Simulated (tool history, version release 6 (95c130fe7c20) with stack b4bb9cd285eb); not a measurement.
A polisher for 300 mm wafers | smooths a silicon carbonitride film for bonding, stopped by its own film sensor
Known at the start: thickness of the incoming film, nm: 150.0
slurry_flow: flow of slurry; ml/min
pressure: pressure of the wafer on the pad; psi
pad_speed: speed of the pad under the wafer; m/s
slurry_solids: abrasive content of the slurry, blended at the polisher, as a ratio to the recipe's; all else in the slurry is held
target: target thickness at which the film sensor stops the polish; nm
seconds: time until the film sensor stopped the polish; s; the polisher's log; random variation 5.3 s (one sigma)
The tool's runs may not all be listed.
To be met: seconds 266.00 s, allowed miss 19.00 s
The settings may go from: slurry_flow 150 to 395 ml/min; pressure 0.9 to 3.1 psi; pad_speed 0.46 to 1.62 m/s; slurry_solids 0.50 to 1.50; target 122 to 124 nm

Run 1, hour 0.0: slurry_flow 250 ml/min, pressure 2.0 psi, pad_speed 1.04 m/s, slurry_solids 1.00, target 124 nm. Result: seconds 115.18 s.
Run 2, hour 7.8: slurry_flow 250 ml/min, pressure 2.0 psi, pad_speed 1.16 m/s, slurry_solids 1.00, target 124 nm. Result: seconds 114.96 s.
Run 3, hour 14.4: slurry_flow 280 ml/min, pressure 2.0 psi, pad_speed 1.16 m/s, slurry_solids 1.00, target 124 nm. Result: seconds 110.38 s.
Run 4, hour 15.6: slurry_flow 280 ml/min, pressure 1.7 psi, pad_speed 1.04 m/s, slurry_solids 0.90, target 123 nm. Result: seconds 147.46 s.
Run 5, hour 16.5: slurry_flow 280 ml/min, pressure 1.7 psi, pad_speed 1.04 m/s, slurry_solids 1.05, target 123 nm. Result: seconds 143.07 s.
Run 6, hour 24.7: slurry_flow 280 ml/min, pressure 1.7 psi, pad_speed 1.04 m/s, slurry_solids 0.90, target 123 nm. Result: seconds 153.80 s.
Run 7, hour 27.4: slurry_flow 280 ml/min, pressure 1.5 psi, pad_speed 0.98 m/s, slurry_solids 0.85, target 123 nm. Result: seconds 179.80 s.
Run 8, hour 32.4: slurry_flow 280 ml/min, pressure 1.3 psi, pad_speed 0.94 m/s, slurry_solids 0.85, target 123 nm. Result: seconds 215.92 s.
Run 9, hour 40.8: slurry_flow 280 ml/min, pressure 1.2 psi, pad_speed 0.94 m/s, slurry_solids 0.85, target 123 nm. Result: seconds 230.44 s.
Run 10, hour 49.2: slurry_flow 280 ml/min, pressure 0.9 psi, pad_speed 0.92 m/s, slurry_solids 0.85, target 123 nm. Result: seconds 316.62 s.

Which of these 4 next moves meets every target?
Run A, hour 57.6: slurry_flow 295 ml/min, pressure 1.1 psi, pad_speed 1.22 m/s, slurry_solids 0.90, target 122 nm. Result: seconds ?.
Run B, hour 57.6: slurry_flow 305 ml/min, pressure 1.3 psi, pad_speed 0.84 m/s, slurry_solids 0.90, target 124 nm. Result: seconds ?.
Run C, hour 57.6: slurry_flow 315 ml/min, pressure 0.9 psi, pad_speed 0.94 m/s, slurry_solids 1.05, target 123 nm. Result: seconds ?.
Run D, hour 57.6: slurry_flow 295 ml/min, pressure 1.4 psi, pad_speed 0.90 m/s, slurry_solids 0.80, target 123 nm. Result: seconds ?.

move  seconds
   A   213.44
   B   209.71
   C   261.74
   D   212.49
A: takes the result that was furthest off past its target
B: takes the result that was furthest off past its target
C: meets every target
D: takes the result that was furthest off past its target
Move C is the one to make.
